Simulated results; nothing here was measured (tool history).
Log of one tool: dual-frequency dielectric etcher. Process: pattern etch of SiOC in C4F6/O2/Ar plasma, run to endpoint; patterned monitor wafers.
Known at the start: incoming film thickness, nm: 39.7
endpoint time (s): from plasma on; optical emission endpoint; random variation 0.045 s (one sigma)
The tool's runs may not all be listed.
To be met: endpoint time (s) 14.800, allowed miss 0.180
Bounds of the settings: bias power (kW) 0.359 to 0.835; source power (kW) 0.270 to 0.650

run 1 hour=0.0 | bias_power_(kW)=0.597 source_power_(kW)=0.460 | endpoint_time_(s)=11.688
run 2 hour=2.9 | bias_power_(kW)=0.546 source_power_(kW)=0.440 | endpoint_time_(s)=12.404
run 3 hour=6.3 | bias_power_(kW)=0.506 source_power_(kW)=0.430 | endpoint_time_(s)=13.069
run 4 hour=9.5 | bias_power_(kW)=0.506 source_power_(kW)=0.480 | endpoint_time_(s)=12.597
run 5 hour=13.7 | bias_power_(kW)=0.584 source_power_(kW)=0.480 | endpoint_time_(s)=11.590
run 6 hour=18.5 | bias_power_(kW)=0.584 source_power_(kW)=0.410 | endpoint_time_(s)=12.384
run 7 hour=24.3 | bias_power_(kW)=0.542 source_power_(kW)=0.410 | endpoint_time_(s)=12.871
run 8 hour=24.9 | bias_power_(kW)=0.510 source_power_(kW)=0.410 | endpoint_time_(s)=13.280
run 9 hour=28.2 | bias_power_(kW)=0.485 source_power_(kW)=0.410 | endpoint_time_(s)=13.588
run 10 hour=29.0 | bias_power_(kW)=0.466 source_power_(kW)=0.410 | endpoint_time_(s)=13.964
run 11 hour=32.4 | bias_power_(kW)=0.454 source_power_(kW)=0.410 | endpoint_time_(s)=14.184
run 12 hour=40.7 | bias_power_(kW)=0.445 source_power_(kW)=0.410 | endpoint_time_(s)=14.295
run 13 hour=47.1 | bias_power_(kW)=0.438 source_power_(kW)=0.410 | endpoint_time_(s)=14.360
run 14 hour=53.3 | bias_power_(kW)=0.432 source_power_(kW)=0.410 | endpoint_time_(s)=14.586
run 15 hour=61.6 | bias_power_(kW)=0.408 source_power_(kW)=0.410 | endpoint_time_(s)=15.154
run 16 hour=70.2 | bias_power_(kW)=0.437 source_power_(kW)=0.410 | endpoint_time_(s)=14.447
run 17 hour=71.1 | bias_power_(kW)=0.410 source_power_(kW)=0.410 | endpoint_time_(s)=14.985

4 next moves are on the table. One of them brings every result within its allowed miss. Which?
run A hour=72.0 | bias_power_(kW)=0.417 source_power_(kW)=0.390 | endpoint_time_(s)=?
run B hour=72.0 | bias_power_(kW)=0.396 source_power_(kW)=0.450 | endpoint_time_(s)=?
run C hour=72.0 | bias_power_(kW)=0.401 source_power_(kW)=0.410 | endpoint_time_(s)=?
run D hour=72.0 | bias_power_(kW)=0.416 source_power_(kW)=0.380 | endpoint_time_(s)=?

move=A endpoint_time_(s)=15.140
move=B endpoint_time_(s)=14.768
move=C endpoint_time_(s)=15.197
move=D endpoint_time_(s)=15.315
A: further off than the last run
B: meets every target
C: further off than the last run
D: further off than the last run
Answer: B
